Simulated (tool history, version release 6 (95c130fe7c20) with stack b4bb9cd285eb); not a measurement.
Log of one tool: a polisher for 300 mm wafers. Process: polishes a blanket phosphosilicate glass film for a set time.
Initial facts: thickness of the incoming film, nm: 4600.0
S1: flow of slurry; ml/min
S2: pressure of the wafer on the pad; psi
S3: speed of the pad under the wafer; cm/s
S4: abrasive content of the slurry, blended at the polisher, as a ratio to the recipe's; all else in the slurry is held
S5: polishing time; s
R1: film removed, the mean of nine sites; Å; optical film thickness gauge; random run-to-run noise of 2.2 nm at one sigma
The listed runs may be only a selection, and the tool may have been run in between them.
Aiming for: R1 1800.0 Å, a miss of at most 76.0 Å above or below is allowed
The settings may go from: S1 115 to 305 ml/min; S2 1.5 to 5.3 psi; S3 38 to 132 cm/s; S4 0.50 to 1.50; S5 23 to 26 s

| run | hour | S1 | S2 | S3 | S4 | S5 | R1 |
|---|---|---|---|---|---|---|---|
| 1 | 0.0 | 195 | 3.4 | 84 | 1.00 | 26 | 2543.3 |
| 2 | 3.6 | 195 | 3.1 | 84 | 1.00 | 26 | 2230.8 |
| 3 | 8.0 | 150 | 3.1 | 84 | 1.00 | 26 | 2230.0 |
| 4 | 9.9 | 150 | 2.9 | 84 | 1.00 | 26 | 2041.1 |
| 5 | 14.5 | 170 | 2.9 | 84 | 1.00 | 26 | 2093.6 |
| 6 | 21.1 | 200 | 2.9 | 84 | 1.00 | 26 | 2158.2 |
| 7 | 25.5 | 195 | 2.8 | 84 | 1.00 | 26 | 2081.0 |
| 8 | 30.7 | 190 | 2.3 | 84 | 1.00 | 26 | 1675.5 |

4 next moves are on the table. One of them brings every result within its allowed miss. Which?
| A | 35.9 | 220 | 3.1 | 82 | 0.75 | 26 | ? |
| B | 35.9 | 195 | 2.3 | 92 | 0.95 | 26 | ? |
| C | 35.9 | 165 | 3.5 | 68 | 1.10 | 23 | ? |
| D | 35.9 | 235 | 2.6 | 94 | 0.90 | 26 | ? |

| move | R1 |
|---|---|
| A | 1905.8 |
| B | 1763.3 |
| C | 1962.0 |
| D | 2001.5 |
A: the result that was furthest off in the last run now lies on the other side of its target
B: each result inside its tolerance
C: the result that was furthest off in the last run now lies on the other side of its target
D: the result that was furthest off in the last run now lies on the other side of its target
Go with B: it meets all targets.
